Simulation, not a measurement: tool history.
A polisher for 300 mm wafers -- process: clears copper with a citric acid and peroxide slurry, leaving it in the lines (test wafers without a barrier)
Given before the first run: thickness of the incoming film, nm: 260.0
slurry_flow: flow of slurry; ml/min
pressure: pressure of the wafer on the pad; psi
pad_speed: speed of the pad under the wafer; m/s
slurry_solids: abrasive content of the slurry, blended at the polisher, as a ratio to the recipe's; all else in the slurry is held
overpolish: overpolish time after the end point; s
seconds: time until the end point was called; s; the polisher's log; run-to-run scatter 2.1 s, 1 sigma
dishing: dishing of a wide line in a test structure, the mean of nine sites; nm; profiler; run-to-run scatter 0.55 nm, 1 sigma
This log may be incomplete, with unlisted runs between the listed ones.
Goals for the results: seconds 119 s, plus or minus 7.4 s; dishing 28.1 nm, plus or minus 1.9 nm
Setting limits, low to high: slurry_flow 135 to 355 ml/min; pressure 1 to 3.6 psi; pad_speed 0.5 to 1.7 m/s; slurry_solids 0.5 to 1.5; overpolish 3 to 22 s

run 1 hour=0 | slurry_flow=225 pressure=2.3 pad_speed=1.1 slurry_solids=1 overpolish=11 | seconds=120.13 dishing=18.305
run 2 hour=4.2 | slurry_flow=225 pressure=2.3 pad_speed=1.22 slurry_solids=1 overpolish=11 | seconds=111.75 dishing=20.188
run 3 hour=7.1 | slurry_flow=225 pressure=2.3 pad_speed=1.22 slurry_solids=1 overpolish=12 | seconds=111.29 dishing=22.006
run 4 hour=9 | slurry_flow=250 pressure=2.3 pad_speed=1.22 slurry_solids=1 overpolish=12 | seconds=114.56 dishing=22.172
run 5 hour=17.9 | slurry_flow=255 pressure=2.3 pad_speed=1.22 slurry_solids=1 overpolish=13 | seconds=109.49 dishing=24.155
run 6 hour=19.5 | slurry_flow=255 pressure=2.3 pad_speed=1.22 slurry_solids=0.9 overpolish=13 | seconds=109.3 dishing=23.078
run 7 hour=25.3 | slurry_flow=255 pressure=2.3 pad_speed=1.22 slurry_solids=0.95 overpolish=13 | seconds=110.66 dishing=23.192
run 8 hour=26.8 | slurry_flow=255 pressure=2.2 pad_speed=1.22 slurry_solids=1 overpolish=14 | seconds=115.27 dishing=24.619
run 9 hour=30.6 | slurry_flow=255 pressure=2.1 pad_speed=1.22 slurry_solids=1.05 overpolish=15 | seconds=122.93 dishing=24.939

Consider the 4 candidate settings below. Which is the only one whose results all fall within their allowed miss of target?
run A hour=34.4 | slurry_flow=315 pressure=2.2 pad_speed=1.14 slurry_solids=1.25 overpolish=17 | seconds=? dishing=?
run B hour=34.4 | slurry_flow=290 pressure=2.1 pad_speed=1.1 slurry_solids=0.8 overpolish=17 | seconds=? dishing=?
run C hour=34.4 | slurry_flow=270 pressure=1.9 pad_speed=1.24 slurry_solids=1.15 overpolish=14 | seconds=? dishing=?
run D hour=34.4 | slurry_flow=135 pressure=2.1 pad_speed=1.16 slurry_solids=1.15 overpolish=17 | seconds=? dishing=?

move=A seconds=116.3 dishing=28.761
move=B seconds=135.04 dishing=25.088
move=C seconds=126.84 dishing=22.159
move=D seconds=133.97 dishing=25.266
A: all results in spec
B: its largest miss is bigger than the last run's
C: its largest miss is bigger than the last run's
D: its largest miss is bigger than the last run's
So the answer is move A, the one that meets all the targets.
